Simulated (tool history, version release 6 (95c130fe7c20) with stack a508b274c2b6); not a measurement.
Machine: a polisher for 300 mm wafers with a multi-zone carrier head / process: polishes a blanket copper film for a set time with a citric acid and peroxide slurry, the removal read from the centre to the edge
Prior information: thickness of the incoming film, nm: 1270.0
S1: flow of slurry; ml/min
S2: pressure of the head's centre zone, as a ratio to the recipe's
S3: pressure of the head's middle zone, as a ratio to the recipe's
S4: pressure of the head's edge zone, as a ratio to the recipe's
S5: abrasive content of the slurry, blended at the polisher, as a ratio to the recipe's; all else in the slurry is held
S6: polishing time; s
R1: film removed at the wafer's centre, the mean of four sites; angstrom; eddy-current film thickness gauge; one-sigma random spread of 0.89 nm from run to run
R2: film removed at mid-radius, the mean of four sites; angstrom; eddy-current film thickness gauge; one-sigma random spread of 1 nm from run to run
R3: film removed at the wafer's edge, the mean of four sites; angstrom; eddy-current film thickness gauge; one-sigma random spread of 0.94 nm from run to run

run,hour,S1,S2,S3,S4,S5,S6,R1,R2,R3
1,0.0,250,1.00,1.00,1.00,1.00,64,1343.50,1341.9,1318.3
2,8.4,245,0.98,1.00,0.98,0.90,62,1249.60,1285.7,1242.7
3,11.4,245,0.92,1.00,0.98,0.90,62,1171.50,1270.0,1232.9
4,15.8,240,0.91,1.00,0.96,0.85,61,1126.90,1217.5,1179.2
5,21.8,240,0.94,1.00,0.96,0.85,61,1148.20,1220.7,1185.9
6,25.9,240,0.94,1.00,0.96,0.65,61,1099.50,1192.5,1126.0
7,32.0,235,0.92,1.00,0.94,0.60,60,1047.80,1121.6,1064.0
8,32.9,230,0.90,1.00,0.93,0.60,60,1024.60,1112.0,1064.4
9,37.0,225,0.89,1.01,0.91,0.60,60,993.30,1121.3,1074.2
10,41.1,235,0.89,1.02,0.91,0.60,59,984.37,1126.9,1030.8
11,43.0,235,0.88,1.02,0.90,0.60,59,985.19,1126.2,1046.9
12,45.2,235,0.88,1.02,0.89,0.60,59,974.40,1105.2,1052.2

Predict the results of run 13:
13,47.4,230,0.88,1.03,0.89,0.60,58,?,?,?

R1: 947.56 angstrom
R2: 1095.5 angstrom
R3: 1001.7 angstrom

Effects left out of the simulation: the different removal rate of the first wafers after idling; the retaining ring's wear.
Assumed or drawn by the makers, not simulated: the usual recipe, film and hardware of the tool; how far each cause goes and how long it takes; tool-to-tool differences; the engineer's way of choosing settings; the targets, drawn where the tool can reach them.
